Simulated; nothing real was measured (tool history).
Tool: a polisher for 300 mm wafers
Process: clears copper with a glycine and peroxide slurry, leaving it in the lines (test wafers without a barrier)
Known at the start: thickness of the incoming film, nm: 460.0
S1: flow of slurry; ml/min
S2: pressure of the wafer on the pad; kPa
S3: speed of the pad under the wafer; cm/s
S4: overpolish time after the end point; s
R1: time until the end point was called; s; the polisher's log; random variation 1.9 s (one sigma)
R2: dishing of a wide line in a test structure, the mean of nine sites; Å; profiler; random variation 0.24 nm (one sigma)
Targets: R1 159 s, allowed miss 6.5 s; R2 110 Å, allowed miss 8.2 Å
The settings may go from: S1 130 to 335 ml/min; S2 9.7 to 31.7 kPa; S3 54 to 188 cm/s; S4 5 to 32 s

run  hour   S1    S2   S3  S4      R1      R2
  1     0  215  20.7  120  16  77.091  638.34
  2   5.2  215  20.7   98  16  87.253  546.98
  3   8.1  175  20.7   98  16  89.149  560.72
  4  16.8  175  20.7  122  16  75.407  609.27
  5  18.2  175  15.9  122  16  96.561  494.39
  6  22.7  135  15.9  122  16     101  498.24
  7    31  190  14.5  106  13  112.51  380.92
  8    36  230  13.1   92  11  128.15  277.43
  9  43.5  260  12.4   84   9  140.72  217.11
 10  46.4  280  11.7   82   8  147.34  179.17
 11  50.7  295    11   82   7  155.66  155.03
 12  53.3  305  10.3   84   6  156.93   133.1
 13  55.9  315  10.3   84   6  157.71  132.78
 14  63.8  320  10.3   84   6   157.4  129.59
 15  71.9  320  10.3   84   6  155.85  131.02

Which of these 4 next moves meets every target?
  A    80  260    11   58   5   ?   ?
  B    80  325  11.7   68   5   ?   ?
  C    80  285  10.3   86   6   ?   ?
  D    80  330   9.7  114   5   ?   ?

move      R1      R2
   A  180.83  97.449
   B  159.34  110.12
   C  157.21  132.63
   D  140.98  123.27
A: takes the result that was furthest off past its target
B: meets every target
C: further off than the last run
D: further off than the last run
Move B is the one to make.

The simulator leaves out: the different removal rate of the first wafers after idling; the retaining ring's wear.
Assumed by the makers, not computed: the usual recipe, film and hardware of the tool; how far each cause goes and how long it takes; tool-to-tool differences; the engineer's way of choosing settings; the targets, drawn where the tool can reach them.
